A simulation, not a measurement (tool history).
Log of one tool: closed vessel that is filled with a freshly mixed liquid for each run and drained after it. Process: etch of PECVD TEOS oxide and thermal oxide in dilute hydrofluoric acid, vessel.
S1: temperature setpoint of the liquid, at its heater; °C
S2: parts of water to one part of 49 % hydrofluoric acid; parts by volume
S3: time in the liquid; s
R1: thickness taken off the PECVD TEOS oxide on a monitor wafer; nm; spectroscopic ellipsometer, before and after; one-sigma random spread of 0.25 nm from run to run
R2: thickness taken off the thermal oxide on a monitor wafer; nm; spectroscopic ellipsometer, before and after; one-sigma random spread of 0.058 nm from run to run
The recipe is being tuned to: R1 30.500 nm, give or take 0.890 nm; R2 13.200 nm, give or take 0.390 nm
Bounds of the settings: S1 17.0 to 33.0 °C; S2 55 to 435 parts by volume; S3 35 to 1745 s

| run | hour | S1 | S2 | S3 | R1 | R2 |
|---|---|---|---|---|---|---|
| 1 | 0.0 | 25.0 | 245 | 890 | 38.926 | 16.884 |
| 2 | 3.1 | 25.0 | 160 | 890 | 66.204 | 28.703 |
| 3 | 10.8 | 22.5 | 160 | 890 | 59.312 | 26.128 |
| 4 | 16.5 | 21.5 | 185 | 890 | 48.977 | 21.246 |
| 5 | 21.8 | 25.0 | 185 | 890 | 55.416 | 24.035 |
| 6 | 26.0 | 23.0 | 205 | 890 | 45.431 | 19.808 |
| 7 | 34.2 | 21.5 | 215 | 890 | 41.007 | 17.538 |
| 8 | 35.1 | 18.5 | 260 | 880 | 28.970 | 12.202 |
|  | 42.5 | thermometer replaced |
| 9 | 42.5 | 19.0 | 260 | 880 | 27.816 | 12.029 |
| 10 | 50.1 | 19.5 | 260 | 880 | 28.260 | 12.250 |

Below are 4 possible settings for the next run. Only one of them brings all results inside the allowed miss of their targets. Which is it?
| A | 57.7 | 23.5 | 265 | 890 | ? | ? |
| B | 57.7 | 20.5 | 320 | 1090 | ? | ? |
| C | 57.7 | 23.5 | 255 | 800 | ? | ? |
| D | 57.7 | 22.5 | 255 | 695 | ? | ? |

| move | R1 | R2 |
|---|---|---|
| A | 32.100 | 13.851 |
| B | 27.771 | 11.983 |
| C | 30.286 | 13.069 |
| D | 25.378 | 10.951 |
A: carries the result that was furthest off beyond its target, to the other side
B: moves away from the targets compared with the last run
C: meets every target
D: moves away from the targets compared with the last run
Go with C: it meets all targets.

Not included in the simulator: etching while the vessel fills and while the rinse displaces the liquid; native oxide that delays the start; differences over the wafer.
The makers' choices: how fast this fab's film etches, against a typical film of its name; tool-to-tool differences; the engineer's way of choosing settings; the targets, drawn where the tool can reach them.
